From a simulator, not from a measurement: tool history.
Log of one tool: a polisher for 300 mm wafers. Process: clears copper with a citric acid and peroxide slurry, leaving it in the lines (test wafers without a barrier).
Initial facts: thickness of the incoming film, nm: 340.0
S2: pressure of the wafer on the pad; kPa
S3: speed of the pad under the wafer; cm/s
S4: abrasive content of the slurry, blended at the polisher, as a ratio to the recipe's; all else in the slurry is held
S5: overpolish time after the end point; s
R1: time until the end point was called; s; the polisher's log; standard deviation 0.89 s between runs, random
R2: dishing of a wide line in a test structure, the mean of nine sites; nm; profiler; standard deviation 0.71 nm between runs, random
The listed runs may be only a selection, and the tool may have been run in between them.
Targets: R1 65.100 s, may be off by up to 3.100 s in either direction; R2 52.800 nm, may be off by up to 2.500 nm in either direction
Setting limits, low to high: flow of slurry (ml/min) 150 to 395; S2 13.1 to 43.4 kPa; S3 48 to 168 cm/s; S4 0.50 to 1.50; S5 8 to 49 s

{"run": 1, "hour": 0.0, "flow of slurry (ml/min)": 250, "S2": 28.3, "S3": 108, "S4": 1.0, "S5": 25, "R1": 90.896, "R2": 45.426}
{"run": 2, "hour": 3.3, "flow of slurry (ml/min)": 250, "S2": 33.1, "S3": 108, "S4": 1.0, "S5": 25, "R1": 80.313, "R2": 51.265}
{"run": 3, "hour": 8.9, "flow of slurry (ml/min)": 250, "S2": 34.5, "S3": 110, "S4": 1.0, "S5": 23, "R1": 74.975, "R2": 49.013}
{"run": 4, "hour": 14.0, "flow of slurry (ml/min)": 220, "S2": 34.5, "S3": 110, "S4": 1.0, "S5": 23, "R1": 76.64, "R2": 48.865}
{"run": 5, "hour": 21.3, "flow of slurry (ml/min)": 260, "S2": 34.5, "S3": 110, "S4": 1.0, "S5": 23, "R1": 75.701, "R2": 49.138}
{"run": 6, "hour": 23.9, "flow of slurry (ml/min)": 260, "S2": 34.5, "S3": 110, "S4": 0.8, "S5": 23, "R1": 77.915, "R2": 48.699}
{"run": 7, "hour": 31.9, "flow of slurry (ml/min)": 260, "S2": 35.9, "S3": 110, "S4": 0.8, "S5": 23, "R1": 76.007, "R2": 49.947}
{"run": 8, "hour": 36.6, "flow of slurry (ml/min)": 260, "S2": 37.2, "S3": 110, "S4": 0.8, "S5": 22, "R1": 69.808, "R2": 48.56}
{"run": 9, "hour": 37.6, "flow of slurry (ml/min)": 260, "S2": 37.9, "S3": 110, "S4": 0.8, "S5": 23, "R1": 72.127, "R2": 49.935}
{"run": 10, "hour": 39.9, "flow of slurry (ml/min)": 260, "S2": 38.6, "S3": 110, "S4": 0.8, "S5": 23, "R1": 69.946, "R2": 50.774}
{"run": 11, "hour": 44.7, "flow of slurry (ml/min)": 260, "S2": 39.3, "S3": 110, "S4": 0.8, "S5": 23, "R1": 67.53, "R2": 51.365}

Below are 5 possible settings for the next run. Only one of them brings all results inside the allowed miss of their targets. Which is it?
{"run": "A", "hour": 49.5, "flow of slurry (ml/min)": 275, "S2": 33.8, "S3": 148, "S4": 0.8, "S5": 28, "R1": "?", "R2": "?"}
{"run": "B", "hour": 49.5, "flow of slurry (ml/min)": 210, "S2": 37.9, "S3": 114, "S4": 0.9, "S5": 21, "R1": "?", "R2": "?"}
{"run": "C", "hour": 49.5, "flow of slurry (ml/min)": 205, "S2": 43.4, "S3": 86, "S4": 0.8, "S5": 23, "R1": "?", "R2": "?"}
{"run": "D", "hour": 49.5, "flow of slurry (ml/min)": 315, "S2": 42.7, "S3": 116, "S4": 0.5, "S5": 23, "R1": "?", "R2": "?"}
{"run": "E", "hour": 49.5, "flow of slurry (ml/min)": 270, "S2": 40.7, "S3": 108, "S4": 0.85, "S5": 19, "R1": "?", "R2": "?"}

move=A R1=65.555 R2=56.613
move=B R1=69.029 R2=48.715
move=C R1=72.657 R2=49.965
move=D R1=65.123 R2=52.660
move=E R1=66.032 R2=47.383
A: brings the last run's worst result on target, with another outside its allowed miss
B: further off than the last run
C: further off than the last run
D: each result inside its tolerance
E: brings the last run's worst result on target, with another outside its allowed miss
D meets every target.
